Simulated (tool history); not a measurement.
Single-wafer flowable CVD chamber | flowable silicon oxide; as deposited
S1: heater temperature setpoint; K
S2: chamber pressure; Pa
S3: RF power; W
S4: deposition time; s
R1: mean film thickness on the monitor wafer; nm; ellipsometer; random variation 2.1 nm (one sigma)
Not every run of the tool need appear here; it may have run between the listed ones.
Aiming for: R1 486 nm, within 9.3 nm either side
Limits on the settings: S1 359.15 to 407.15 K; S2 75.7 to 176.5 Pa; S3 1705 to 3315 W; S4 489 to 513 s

run 1 hour=0 | S1=383.15 S2=126.1 S3=2510 S4=513 | R1=301.91
run 2 hour=8.9 | S1=379.15 S2=126.1 S3=2510 S4=513 | R1=339.49
run 3 hour=12.4 | S1=379.15 S2=126.1 S3=2510 S4=513 | R1=338.67
run 4 hour=14.7 | S1=377.15 S2=126.1 S3=2510 S4=513 | R1=359.85
run 5 hour=19.6 | S1=377.15 S2=126.1 S3=2510 S4=513 | R1=358.42
run 6 hour=22.8 | S1=377.15 S2=126.1 S3=2245 S4=513 | R1=354.33
run 7 hour=29.6 | S1=376.15 S2=126.1 S3=2245 S4=513 | R1=364.21
run 8 hour=35.8 | S1=375.15 S2=126.1 S3=2245 S4=513 | R1=374.92
run 9 hour=39.8 | S1=374.15 S2=126.1 S3=2245 S4=513 | R1=384.04
run 10 hour=42.1 | S1=365.15 S2=126.4 S3=2245 S4=513 | R1=499.03

Exactly one of the 5 candidate moves below puts every result within its allowed miss. Which one?
run A hour=44.4 | S1=365.15 S2=133.1 S3=2320 S4=501 | R1=?
run B hour=44.4 | S1=369.15 S2=148 S3=2135 S4=513 | R1=?
run C hour=44.4 | S1=366.15 S2=124.7 S3=2485 S4=507 | R1=?
run D hour=44.4 | S1=368.15 S2=136.4 S3=2480 S4=513 | R1=?
run E hour=44.4 | S1=371.15 S2=154.5 S3=2755 S4=499 | R1=?

move=A R1=519.95
move=B R1=513.78
move=C R1=485.01
move=D R1=504.49
move=E R1=511.4
A: further off than the last run
B: further off than the last run
C: every result within its allowed miss
D: further off than the last run
E: further off than the last run
C is the move that brings every result within its allowed miss.
